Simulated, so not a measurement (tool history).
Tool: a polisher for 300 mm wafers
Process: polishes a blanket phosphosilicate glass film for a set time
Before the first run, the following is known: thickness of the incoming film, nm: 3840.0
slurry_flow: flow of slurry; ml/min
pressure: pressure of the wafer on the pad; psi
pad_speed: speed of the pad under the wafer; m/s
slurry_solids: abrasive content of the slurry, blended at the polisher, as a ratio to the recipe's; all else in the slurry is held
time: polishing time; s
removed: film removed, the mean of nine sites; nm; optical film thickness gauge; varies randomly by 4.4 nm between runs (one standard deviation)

| run | day | slurry_flow | pressure | pad_speed | slurry_solids | time | removed |
|---|---|---|---|---|---|---|---|
| 1 | 0 | 275 | 2.7 | 1.02 | 1 | 104 | 813.94 |
| 2 | 0.071 | 275 | 2.4 | 1.02 | 1 | 104 | 733.1 |
| 3 | 0.35 | 275 | 2.4 | 1.02 | 0.8 | 104 | 648.31 |
| 4 | 0.417 | 275 | 2.4 | 1.02 | 0.8 | 109 | 690.17 |
| 5 | 0.638 | 275 | 2.3 | 1.02 | 0.8 | 109 | 665.73 |
| 6 | 0.917 | 275 | 2.3 | 1.02 | 0.8 | 109 | 664.85 |
| 7 | 1.208 | 275 | 2.2 | 1.02 | 0.8 | 109 | 630 |
| 8 | 1.333 | 275 | 2.1 | 1.02 | 0.8 | 109 | 602.74 |

What will run 9 give?
| 9 | 1.467 | 270 | 2 | 1.02 | 0.8 | 109 | ? |

For run 9 the tool returned removed 589.61 nm.
